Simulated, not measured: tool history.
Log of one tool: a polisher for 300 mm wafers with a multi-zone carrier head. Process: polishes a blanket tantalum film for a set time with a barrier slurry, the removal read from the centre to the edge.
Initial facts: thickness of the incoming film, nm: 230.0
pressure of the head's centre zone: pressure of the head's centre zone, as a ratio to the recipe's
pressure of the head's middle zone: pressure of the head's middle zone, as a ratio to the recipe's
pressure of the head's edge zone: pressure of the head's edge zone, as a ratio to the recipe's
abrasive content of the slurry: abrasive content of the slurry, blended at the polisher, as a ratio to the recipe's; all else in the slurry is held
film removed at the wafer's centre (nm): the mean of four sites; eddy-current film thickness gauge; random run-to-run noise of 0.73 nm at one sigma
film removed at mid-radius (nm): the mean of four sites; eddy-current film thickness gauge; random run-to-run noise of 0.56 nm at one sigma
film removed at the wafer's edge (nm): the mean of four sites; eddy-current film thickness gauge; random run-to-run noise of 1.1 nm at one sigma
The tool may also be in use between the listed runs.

run	hour	flow of slurry (ml/min)	pressure of the head's centre zone	pressure of the head's middle zone	pressure of the head's edge zone	abrasive content of the slurry	polishing time (s)	film removed at the wafer's centre (nm)	film removed at mid-radius (nm)	film removed at the wafer's edge (nm)
1	0	160	1	1	1	1	42	66.295	68.115	66.724
2	8.1	165	0.99	1	1.02	1.05	42	67.323	69.229	70.795
3	15.6	165	0.99	0.93	1.02	1.05	42	67.413	66.977	68.639
4	17.7	170	0.98	0.95	1.03	1.05	42	67.664	67.006	68.807
5	20.6	170	0.98	0.99	1.03	1.05	42	67.494	69.023	69.003
6	21.8	165	0.97	1.01	1.04	1.1	42	67.16	70.216	69.612
7	26.7	165	0.95	1.01	1.06	1.15	42	66.939	72.142	71.008
8	31.7	165	0.94	1	1.07	1.2	42	66.242	71.051	74.814
9	32.5	170	0.93	1.01	1.07	1.2	42	66.602	72.058	73.62
10	36	170	0.92	1.02	1.08	1.25	42	67.427	73.051	75.695

Run 11 is up next; what results do you expect?
11	41.8	170	0.91	1.03	1.09	1.25	42	?	?	?

{"run 11": {"film removed at the wafer's centre (nm)": 66.287, "film removed at mid-radius (nm)": 73.053, "film removed at the wafer's edge (nm)": 75.301}}
